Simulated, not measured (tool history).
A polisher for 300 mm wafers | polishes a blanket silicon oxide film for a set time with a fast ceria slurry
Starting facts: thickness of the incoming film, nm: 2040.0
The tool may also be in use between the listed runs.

| run | day | flow of slurry (ml/min) | pressure of the wafer on the pad (kPa) | speed of the pad under the wafer (m/s) | polishing time (s) | film removed (Å) |
|---|---|---|---|---|---|---|
| 1 | 0 | 265 | 22.8 | 0.82 | 33 | 6343.7 |
| 2 | 0.096 | 265 | 23.4 | 0.82 | 33 | 6472.2 |
| 3 | 0.158 | 290 | 23.4 | 0.82 | 33 | 6521.2 |
| 4 | 0.2 | 290 | 25.5 | 0.82 | 33 | 6928.5 |
| 5 | 0.271 | 290 | 26.9 | 0.82 | 33 | 7196.3 |
| 6 | 0.404 | 290 | 26.9 | 0.82 | 29 | 6435.8 |
| 7 | 0.517 | 290 | 27.6 | 0.82 | 29 | 6394.5 |
| 8 | 0.604 | 290 | 28.3 | 0.82 | 29 | 6699.6 |
| 9 | 0.925 | 290 | 28.3 | 0.82 | 29 | 6616.5 |
| 10 | 1.275 | 290 | 29 | 0.82 | 29 | 6685.2 |
| 11 | 1.454 | 290 | 29.6 | 0.82 | 29 | 6875.6 |
| 12 | 1.517 | 290 | 30.3 | 0.82 | 29 | 6926.1 |

What does the tool deliver on the next run?
| 13 | 1.654 | 290 | 31 | 0.82 | 29 | ? |

Run 13 came out at film removed (Å) 7106.1.
